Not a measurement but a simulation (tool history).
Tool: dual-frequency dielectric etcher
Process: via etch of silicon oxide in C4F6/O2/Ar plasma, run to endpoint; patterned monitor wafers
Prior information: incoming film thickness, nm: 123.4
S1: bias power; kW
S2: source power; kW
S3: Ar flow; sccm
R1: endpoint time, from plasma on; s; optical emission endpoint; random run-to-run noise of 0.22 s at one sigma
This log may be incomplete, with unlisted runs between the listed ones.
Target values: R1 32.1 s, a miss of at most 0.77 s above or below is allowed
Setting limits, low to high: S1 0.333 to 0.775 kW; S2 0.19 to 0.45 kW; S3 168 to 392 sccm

| run | hour | S1 | S2 | S3 | R1 |
|---|---|---|---|---|---|
| 1 | 0 | 0.554 | 0.32 | 280 | 26.898 |
| 2 | 0.6 | 0.554 | 0.28 | 280 | 27.945 |
| 3 | 6.4 | 0.554 | 0.28 | 321 | 28.841 |
| 4 | 12 | 0.522 | 0.27 | 322 | 29.248 |
| 5 | 19.2 | 0.495 | 0.26 | 326 | 30.399 |
| 6 | 25.4 | 0.478 | 0.26 | 327 | 30.751 |
| 7 | 28.5 | 0.465 | 0.26 | 328 | 30.926 |
| 8 | 35.7 | 0.414 | 0.25 | 330 | 32.934 |

Consider the 5 candidate settings below. Which is the only one whose results all fall within their allowed miss of target?
| A | 42.9 | 0.373 | 0.27 | 368 | ? |
| B | 42.9 | 0.371 | 0.24 | 313 | ? |
| C | 42.9 | 0.368 | 0.26 | 318 | ? |
| D | 42.9 | 0.438 | 0.26 | 332 | ? |
| E | 42.9 | 0.411 | 0.24 | 343 | ? |

| move | R1 |
|---|---|
| A | 33.543 |
| B | 34.413 |
| C | 33.636 |
| D | 31.917 |
| E | 33.587 |
A: moves away from the targets compared with the last run
B: moves away from the targets compared with the last run
C: moves away from the targets compared with the last run
D: all results land within tolerance of their targets
E: moves away from the targets compared with the last run
Answer: D
